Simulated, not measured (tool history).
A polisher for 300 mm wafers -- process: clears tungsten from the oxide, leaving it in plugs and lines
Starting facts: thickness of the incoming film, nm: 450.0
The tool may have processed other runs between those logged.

| run | hour | flow of slurry (ml/min) | pressure of the wafer on the pad (psi) | speed of the pad under the wafer (cm/s) | abrasive content of the slurry | overpolish time after the end point (s) | time until the end point was called (s) |
|---|---|---|---|---|---|---|---|
| 1 | 0.0 | 235 | 4.9 | 102 | 1.0 | 14 | 67.531 |
| 2 | 6.7 | 235 | 4.9 | 102 | 1.0 | 14 | 67.920 |
| 3 | 10.4 | 235 | 4.3 | 102 | 1.0 | 14 | 75.719 |
| 4 | 19.1 | 235 | 4.3 | 102 | 0.9 | 14 | 77.137 |
| 5 | 23.4 | 235 | 4.3 | 102 | 0.9 | 10 | 78.093 |
| 6 | 28.3 | 235 | 4.3 | 102 | 1.1 | 10 | 74.734 |
| 7 | 31.9 | 235 | 3.8 | 102 | 1.1 | 10 | 84.144 |
| 8 | 39.0 | 235 | 3.5 | 102 | 1.1 | 10 | 89.908 |
| 9 | 45.6 | 235 | 3.3 | 102 | 1.1 | 10 | 97.108 |

For run 10, what comes out?
| 10 | 46.9 | 235 | 3.3 | 102 | 1.1 | 10 | ? |

{"run 10": {"time until the end point was called (s)": 95.134}}
